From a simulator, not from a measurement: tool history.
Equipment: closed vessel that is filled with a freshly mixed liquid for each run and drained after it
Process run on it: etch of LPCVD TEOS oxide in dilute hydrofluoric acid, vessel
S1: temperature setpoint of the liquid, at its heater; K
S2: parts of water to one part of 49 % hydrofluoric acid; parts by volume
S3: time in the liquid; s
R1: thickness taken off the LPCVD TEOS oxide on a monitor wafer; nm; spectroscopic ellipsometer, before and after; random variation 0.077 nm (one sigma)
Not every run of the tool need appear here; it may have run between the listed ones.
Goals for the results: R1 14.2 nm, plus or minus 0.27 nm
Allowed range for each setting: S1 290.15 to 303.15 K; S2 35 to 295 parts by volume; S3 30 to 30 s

Run 1, hour 0: S1 295.15 K, S2 165 parts by volume, S3 30 s. Result: R1 10.736 nm.
Run 2, hour 6.6: S1 297.15 K, S2 165 parts by volume, S3 30 s. Result: R1 11.662 nm.
Run 3, hour 9.8: S1 298.65 K, S2 165 parts by volume, S3 30 s. Result: R1 12.304 nm.
Run 4, hour 14.1: S1 298.65 K, S2 200 parts by volume, S3 30 s. Result: R1 9.7031 nm.
Run 5, hour 21.9: S1 299.65 K, S2 190 parts by volume, S3 30 s. Result: R1 10.746 nm.
Run 6, hour 30.1: S1 297.15 K, S2 190 parts by volume, S3 30 s. Result: R1 9.6807 nm.
Run 7, hour 37: S1 298.65 K, S2 185 parts by volume, S3 30 s. Result: R1 10.711 nm.
At hour 40.5: hydrofluoric acid flow meter replaced.
Run 8, hour 40.5: S1 299.65 K, S2 180 parts by volume, S3 30 s. Result: R1 10.14 nm.
Run 9, hour 42.2: S1 298.15 K, S2 165 parts by volume, S3 30 s. Result: R1 10.773 nm.
Run 10, hour 46.7: S1 299.15 K, S2 145 parts by volume, S3 30 s. Result: R1 13.132 nm.
Run 11, hour 55.3: S1 300.15 K, S2 145 parts by volume, S3 30 s. Result: R1 13.415 nm.
Run 12, hour 59.2: S1 300.15 K, S2 145 parts by volume, S3 30 s. Result: R1 13.569 nm.

Which single option among these 4 for the next run brings every result within its allowed miss of target? Just one does.
Run A, hour 63.1: S1 299.15 K, S2 135 parts by volume, S3 30 s. Result: R1 ?.
Run B, hour 63.1: S1 302.65 K, S2 165 parts by volume, S3 30 s. Result: R1 ?.
Run C, hour 63.1: S1 295.65 K, S2 130 parts by volume, S3 30 s. Result: R1 ?.
Run D, hour 63.1: S1 302.65 K, S2 160 parts by volume, S3 30 s. Result: R1 ?.

move      R1
   A  14.186
   B  12.717
   C  12.945
   D  13.199
A: all results in spec
B: the biggest miss grows against the last run
C: the biggest miss grows against the last run
D: the biggest miss grows against the last run
A meets every target.
